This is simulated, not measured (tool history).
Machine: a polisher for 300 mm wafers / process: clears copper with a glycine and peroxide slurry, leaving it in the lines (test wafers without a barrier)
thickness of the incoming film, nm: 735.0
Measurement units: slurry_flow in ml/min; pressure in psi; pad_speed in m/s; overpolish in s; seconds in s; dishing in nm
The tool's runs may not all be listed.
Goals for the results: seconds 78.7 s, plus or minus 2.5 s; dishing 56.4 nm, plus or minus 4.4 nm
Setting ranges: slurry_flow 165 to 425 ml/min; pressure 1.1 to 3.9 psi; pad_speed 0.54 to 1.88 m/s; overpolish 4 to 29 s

run	hour	slurry_flow	pressure	pad_speed	overpolish	seconds	dishing
1	0	275	2.5	1.2	15	113.27	42.941
2	4.3	275	3	1.2	15	97.986	45.223
3	11.3	275	3	1.2	18	97.328	49.749
4	19.5	275	3	1.2	21	96.209	51.191
5	26.2	275	3	1.04	21	108.25	50.418
6	34	330	3	1.04	21	107.21	49.976
7	37.4	330	3.1	1.04	21	106.07	50.219
8	45.4	330	3.2	1.06	21	98.443	50.114
9	48.6	330	3.3	1.06	21	97.62	53.655
10	56.8	330	3.4	1.08	20	92.535	51.049
11	59	330	3.5	1.08	20	91.203	50.136
12	59.5	330	3.5	1.08	20	91.939	52.569
13	60.5	330	3.7	1.12	20	84.415	53.703

Consider the 5 candidate settings below. Which is the only one whose results all fall within their allowed miss of target?
A	61.5	315	3.6	1.24	21	?	?
B	61.5	335	3.8	1.08	14	?	?
C	61.5	325	3.7	0.98	20	?	?
D	61.5	290	3.9	1.28	17	?	?
E	61.5	320	3.5	1.1	18	?	?

move	seconds	dishing
A	78.125	54.078
B	83.681	46.969
C	93.396	51.762
D	71.267	52.572
E	88.803	50.355
A: each result inside its tolerance
B: closer than the last run, but not yet in spec
C: the biggest miss grows against the last run
D: carries the result that was furthest off beyond its target, to the other side
E: the biggest miss grows against the last run
So the answer is move A, the one that meets all the targets.
